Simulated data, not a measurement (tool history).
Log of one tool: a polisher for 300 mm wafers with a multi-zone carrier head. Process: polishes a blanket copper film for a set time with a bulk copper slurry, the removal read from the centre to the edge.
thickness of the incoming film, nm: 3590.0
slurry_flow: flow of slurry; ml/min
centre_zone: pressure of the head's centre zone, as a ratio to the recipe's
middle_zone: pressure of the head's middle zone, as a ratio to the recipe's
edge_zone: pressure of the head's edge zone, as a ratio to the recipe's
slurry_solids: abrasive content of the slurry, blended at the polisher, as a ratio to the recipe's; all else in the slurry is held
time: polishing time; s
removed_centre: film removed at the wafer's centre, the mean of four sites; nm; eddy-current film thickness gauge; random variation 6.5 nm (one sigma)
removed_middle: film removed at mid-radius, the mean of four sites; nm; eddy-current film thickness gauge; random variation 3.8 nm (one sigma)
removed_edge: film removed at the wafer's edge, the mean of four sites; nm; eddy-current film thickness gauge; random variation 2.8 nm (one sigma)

run 1 day=0 | slurry_flow=190 centre_zone=1 middle_zone=1 edge_zone=1 slurry_solids=1 time=31 | removed_centre=287.65 removed_middle=291.6 removed_edge=286.93
run 2 day=0.225 | slurry_flow=200 centre_zone=1.02 middle_zone=1.02 edge_zone=1.01 slurry_solids=1.05 time=32 | removed_centre=300.42 removed_middle=312.49 removed_edge=304.22
run 3 day=0.45 | slurry_flow=200 centre_zone=1.02 middle_zone=1.02 edge_zone=1.01 slurry_solids=0.9 time=32 | removed_centre=296.91 removed_middle=305.49 removed_edge=289.82
run 4 day=0.592 | slurry_flow=200 centre_zone=1.08 middle_zone=1.02 edge_zone=1.01 slurry_solids=0.9 time=32 | removed_centre=310.31 removed_middle=302.56 removed_edge=295.01
run 5 day=0.812 | slurry_flow=200 centre_zone=1.08 middle_zone=1.02 edge_zone=1.01 slurry_solids=0.9 time=36 | removed_centre=339.11 removed_middle=337.11 removed_edge=331.29
run 6 day=0.933 | slurry_flow=200 centre_zone=1.08 middle_zone=1.05 edge_zone=1.01 slurry_solids=0.9 time=36 | removed_centre=343.08 removed_middle=343.99 removed_edge=332.18
run 7 day=1.3 | slurry_flow=210 centre_zone=1.1 middle_zone=1.06 edge_zone=0.98 slurry_solids=1 time=36 | removed_centre=370.98 removed_middle=362.74 removed_edge=337.31
run 8 day=1.646 | slurry_flow=220 centre_zone=1.11 middle_zone=1.08 edge_zone=0.99 slurry_solids=1.05 time=36 | removed_centre=385.74 removed_middle=385.4 removed_edge=344.79

The next listed run, before its measurement:
run 9 day=1.804 | slurry_flow=225 centre_zone=1.12 middle_zone=1.08 edge_zone=1 slurry_solids=1.1 time=36 | removed_centre=? removed_middle=? removed_edge=?

removed_centre: 398.77 nm
removed_middle: 380.95 nm
removed_edge: 352.79 nm
